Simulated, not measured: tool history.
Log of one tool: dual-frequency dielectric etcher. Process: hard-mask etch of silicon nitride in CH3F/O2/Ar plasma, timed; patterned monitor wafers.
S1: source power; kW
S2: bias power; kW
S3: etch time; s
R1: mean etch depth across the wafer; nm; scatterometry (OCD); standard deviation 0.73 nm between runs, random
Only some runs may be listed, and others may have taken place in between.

run  hour    S1     S2     S3      R1
  1     0  0.49  0.078  171.5  149.04
  2   4.2  0.49  0.078  171.5  148.57
  3   8.3  0.47  0.077  171.5  145.79
  4    14  0.45  0.076  171.5  143.85
  5  16.1  0.43  0.074  171.5  137.17
  6  20.7  0.42  0.074  171.5   138.3
  7  25.8  0.41  0.073  171.5  136.31

What will run 8 give?
  8  30.2  0.31  0.068  171.5   ?

Run 8 came out at R1 116.97 nm.

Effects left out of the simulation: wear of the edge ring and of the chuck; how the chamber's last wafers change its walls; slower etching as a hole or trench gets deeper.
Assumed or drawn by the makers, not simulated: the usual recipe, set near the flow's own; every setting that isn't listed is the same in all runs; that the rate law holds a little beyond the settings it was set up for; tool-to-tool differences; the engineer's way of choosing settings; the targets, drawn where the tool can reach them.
